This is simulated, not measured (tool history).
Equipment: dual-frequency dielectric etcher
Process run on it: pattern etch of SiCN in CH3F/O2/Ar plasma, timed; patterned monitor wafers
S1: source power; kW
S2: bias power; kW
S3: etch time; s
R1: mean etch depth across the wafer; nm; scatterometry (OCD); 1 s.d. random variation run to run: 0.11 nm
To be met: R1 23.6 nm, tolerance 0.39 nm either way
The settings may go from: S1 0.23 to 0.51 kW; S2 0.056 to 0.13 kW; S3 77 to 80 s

Run 1, hour 0: S1 0.37 kW, S2 0.093 kW, S3 77 s. Result: R1 29.03 nm.
Run 2, hour 5.7: S1 0.35 kW, S2 0.09 kW, S3 77 s. Result: R1 28.379 nm.
Run 3, hour 8.7: S1 0.37 kW, S2 0.09 kW, S3 77 s. Result: R1 28.921 nm.
Run 4, hour 12.6: S1 0.35 kW, S2 0.086 kW, S3 77 s. Result: R1 27.942 nm.
Run 5, hour 18.5: S1 0.33 kW, S2 0.083 kW, S3 77 s. Result: R1 26.948 nm.
Run 6, hour 20.9: S1 0.31 kW, S2 0.081 kW, S3 77 s. Result: R1 26.195 nm.
Run 7, hour 28.4: S1 0.31 kW, S2 0.081 kW, S3 77 s. Result: R1 26.278 nm.
Run 8, hour 35.7: S1 0.3 kW, S2 0.079 kW, S3 77 s. Result: R1 25.608 nm.
Run 9, hour 37.4: S1 0.29 kW, S2 0.078 kW, S3 77 s. Result: R1 25.175 nm.
Run 10, hour 42.1: S1 0.28 kW, S2 0.078 kW, S3 77 s. Result: R1 24.659 nm.
Run 11, hour 43.4: S1 0.26 kW, S2 0.077 kW, S3 77 s. Result: R1 24.109 nm.

Next run, 4 choices. One meets every target within its allowed miss, the rest don't. Which?
Run A, hour 44.7: S1 0.28 kW, S2 0.075 kW, S3 77 s. Result: R1 ?.
Run B, hour 44.7: S1 0.25 kW, S2 0.072 kW, S3 78 s. Result: R1 ?.
Run C, hour 44.7: S1 0.26 kW, S2 0.073 kW, S3 80 s. Result: R1 ?.
Run D, hour 44.7: S1 0.28 kW, S2 0.068 kW, S3 79 s. Result: R1 ?.

move      R1
   A  24.359
   B  23.345
   C  24.404
   D  24.185
A: misses by more than the last run did
B: in spec on every target
C: misses by more than the last run did
D: misses by more than the last run did
B is the move that brings every result within its allowed miss.
